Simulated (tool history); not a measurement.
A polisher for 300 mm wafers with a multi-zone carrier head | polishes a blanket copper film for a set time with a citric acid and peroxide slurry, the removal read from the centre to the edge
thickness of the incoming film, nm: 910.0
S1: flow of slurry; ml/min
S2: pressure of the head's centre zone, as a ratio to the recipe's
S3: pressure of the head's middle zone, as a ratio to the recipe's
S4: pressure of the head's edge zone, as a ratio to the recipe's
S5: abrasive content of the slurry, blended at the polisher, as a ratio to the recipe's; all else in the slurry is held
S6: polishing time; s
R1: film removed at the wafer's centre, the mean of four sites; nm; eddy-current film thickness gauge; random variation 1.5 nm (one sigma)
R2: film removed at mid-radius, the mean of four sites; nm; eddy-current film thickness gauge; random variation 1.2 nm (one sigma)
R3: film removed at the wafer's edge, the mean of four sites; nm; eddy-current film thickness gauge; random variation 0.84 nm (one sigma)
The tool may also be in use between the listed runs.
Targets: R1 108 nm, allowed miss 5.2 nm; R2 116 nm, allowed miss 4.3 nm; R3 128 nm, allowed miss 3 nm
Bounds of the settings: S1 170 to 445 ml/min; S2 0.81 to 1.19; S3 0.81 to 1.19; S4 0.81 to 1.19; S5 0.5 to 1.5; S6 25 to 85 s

run	day	S1	S2	S3	S4	S5	S6	R1	R2	R3
1	0	285	1	1	1	1	55	107.57	107.76	111.01
2	0.288	285	1	1	1	1	60	118.82	119.22	121.45
3	0.467	345	1	1	1	1	60	120.99	118.8	122.82
4	0.571	345	0.99	1	1.01	1	60	122.13	118.72	123.2
5	0.738	340	0.98	1	1.02	1	60	118.07	118.94	123.66
6	0.962	340	0.98	0.93	1.02	1	60	118.56	113.45	124
7	1.212	340	0.97	0.93	1.03	1	60	116.1	111.03	125.04
8	1.292	340	0.96	0.94	1.03	1	60	118.33	112.5	124.81
9	1.333	335	0.95	0.95	1.04	1	60	115.85	114.1	123.64
10	1.525	330	0.94	0.95	1.05	1	60	115.03	114	125.36

Which of these 5 next moves meets every target?
A	1.717	320	1.04	0.99	1.08	1.05	56	?	?	?
B	1.717	245	0.91	0.97	1.09	0.55	72	?	?	?
C	1.717	325	0.92	0.97	1.04	1.05	57	?	?	?
D	1.717	320	0.98	0.96	0.94	0.9	64	?	?	?
E	1.717	445	1.04	1	1.06	1.1	56	?	?	?

move	R1	R2	R3
A	118.94	111.67	118.97
B	110.3	116.87	127.8
C	107.12	112	119
D	123.09	119.75	122.34
E	123.38	116.53	121.35
A: further off than the last run
B: meets every target
C: brings the result that was furthest off to its target, and leaves another outside
D: further off than the last run
E: further off than the last run
Move B is the one to make.

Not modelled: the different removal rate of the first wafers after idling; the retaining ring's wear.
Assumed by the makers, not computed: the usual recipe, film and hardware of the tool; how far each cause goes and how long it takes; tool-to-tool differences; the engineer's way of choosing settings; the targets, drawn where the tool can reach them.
